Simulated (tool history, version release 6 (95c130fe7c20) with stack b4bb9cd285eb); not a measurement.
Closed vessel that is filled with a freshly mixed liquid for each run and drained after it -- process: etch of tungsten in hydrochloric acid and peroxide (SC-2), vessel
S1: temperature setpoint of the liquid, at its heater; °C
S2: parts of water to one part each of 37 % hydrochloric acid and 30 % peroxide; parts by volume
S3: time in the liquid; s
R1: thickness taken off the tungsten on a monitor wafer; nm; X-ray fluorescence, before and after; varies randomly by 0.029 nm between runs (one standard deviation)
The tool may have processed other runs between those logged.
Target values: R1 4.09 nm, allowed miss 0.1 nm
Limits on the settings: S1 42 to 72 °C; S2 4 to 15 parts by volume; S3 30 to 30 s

| run | hour | S1 | S2 | S3 | R1 |
|---|---|---|---|---|---|
| 1 | 0 | 58 | 8.5 | 30 | 11.5 |
| 2 | 7.7 | 58 | 8.5 | 30 | 11.59 |
| 3 | 9.5 | 62 | 8.5 | 30 | 14.637 |
| 4 | 13.2 | 58.5 | 8.5 | 30 | 12.051 |
| 5 | 18.5 | 58.5 | 10.5 | 30 | 10.074 |
| 6 | 21.5 | 58.5 | 9.5 | 30 | 10.817 |
| 7 | 28.2 | 50.5 | 9.5 | 30 | 6.4601 |
| 8 | 37 | 49.5 | 9.5 | 30 | 6.0108 |
| 9 | 38.3 | 48.5 | 9.5 | 30 | 5.7281 |
| 10 | 43.6 | 47.5 | 9.5 | 30 | 5.3127 |
| 11 | 51.3 | 47 | 9.5 | 30 | 5.1431 |
| 12 | 53.7 | 46.5 | 9.5 | 30 | 4.9364 |
| 13 | 61.1 | 46 | 9.5 | 30 | 4.764 |
| 14 | 66.9 | 45.5 | 9.5 | 30 | 4.6411 |
| 15 | 71.9 | 45 | 9.5 | 30 | 4.4591 |
| 16 | 74.2 | 45 | 9.5 | 30 | 4.4135 |
| 17 | 80.4 | 44.5 | 9.5 | 30 | 4.2469 |

Next run, 4 choices. One meets every target within its allowed miss, the rest don't. Which?
| A | 86.6 | 45.5 | 9.5 | 30 | ? |
| B | 86.6 | 43 | 7.5 | 30 | ? |
| C | 86.6 | 46.5 | 10.5 | 30 | ? |
| D | 86.6 | 42.5 | 8.5 | 30 | ? |

| move | R1 |
|---|---|
| A | 4.5731 |
| B | 4.6575 |
| C | 4.5049 |
| D | 4.0694 |
A: the biggest miss grows against the last run
B: the biggest miss grows against the last run
C: the biggest miss grows against the last run
D: each result inside its tolerance
Answer: D

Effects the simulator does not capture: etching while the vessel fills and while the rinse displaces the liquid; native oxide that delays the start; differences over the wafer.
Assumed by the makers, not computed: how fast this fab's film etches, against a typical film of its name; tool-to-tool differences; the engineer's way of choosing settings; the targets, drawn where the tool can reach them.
